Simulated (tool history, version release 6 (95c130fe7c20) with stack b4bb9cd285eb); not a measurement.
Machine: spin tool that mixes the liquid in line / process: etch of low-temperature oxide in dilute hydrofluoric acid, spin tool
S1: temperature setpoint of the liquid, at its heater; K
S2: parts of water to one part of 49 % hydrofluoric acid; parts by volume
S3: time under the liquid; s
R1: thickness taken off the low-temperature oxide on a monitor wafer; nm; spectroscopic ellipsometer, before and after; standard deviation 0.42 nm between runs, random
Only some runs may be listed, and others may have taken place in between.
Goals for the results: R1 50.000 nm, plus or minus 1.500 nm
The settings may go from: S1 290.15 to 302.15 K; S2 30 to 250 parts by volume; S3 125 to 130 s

| run | hour | S1 | S2 | S3 | R1 |
|---|---|---|---|---|---|
| 1 | 0.0 | 294.15 | 140 | 125 | 14.803 |
| 2 | 7.8 | 290.65 | 140 | 125 | 12.934 |
| 3 | 15.5 | 290.15 | 140 | 125 | 12.491 |
| 4 | 17.7 | 292.65 | 115 | 125 | 17.685 |
| 5 | 23.4 | 290.15 | 115 | 125 | 15.759 |
| 6 | 25.8 | 290.15 | 115 | 125 | 15.597 |
| 7 | 29.9 | 292.65 | 95 | 125 | 21.515 |
| 8 | 35.2 | 294.65 | 85 | 125 | 26.349 |
| 9 | 38.9 | 296.15 | 80 | 125 | 29.664 |
| 10 | 43.0 | 297.65 | 75 | 125 | 34.248 |
| 11 | 44.8 | 298.65 | 70 | 125 | 38.565 |
| 12 | 48.4 | 299.65 | 70 | 125 | 39.844 |
| 13 | 53.5 | 300.15 | 70 | 125 | 40.050 |
| 14 | 58.2 | 300.65 | 65 | 125 | 44.688 |
| 15 | 59.0 | 301.15 | 65 | 125 | 46.356 |
| 16 | 66.6 | 301.65 | 65 | 125 | 46.475 |
| 17 | 73.0 | 301.65 | 65 | 125 | 46.589 |
| 18 | 78.3 | 302.15 | 60 | 125 | 52.310 |

Below are 5 possible settings for the next run. Only one of them brings all results inside the allowed miss of their targets. Which is it?
| A | 83.6 | 302.15 | 60 | 130 | ? |
| B | 83.6 | 300.15 | 55 | 130 | ? |
| C | 83.6 | 300.65 | 65 | 130 | ? |
| D | 83.6 | 302.15 | 65 | 130 | ? |
| E | 83.6 | 298.65 | 60 | 130 | ? |

| move | R1 |
|---|---|
| A | 54.676 |
| B | 55.504 |
| C | 47.235 |
| D | 50.100 |
| E | 47.573 |
A: the biggest miss grows against the last run
B: the biggest miss grows against the last run
C: moves the result that the last run missed by most past its target, out the other side
D: every result lands within tolerance
E: moves the result that the last run missed by most past its target, out the other side
The right move is D.
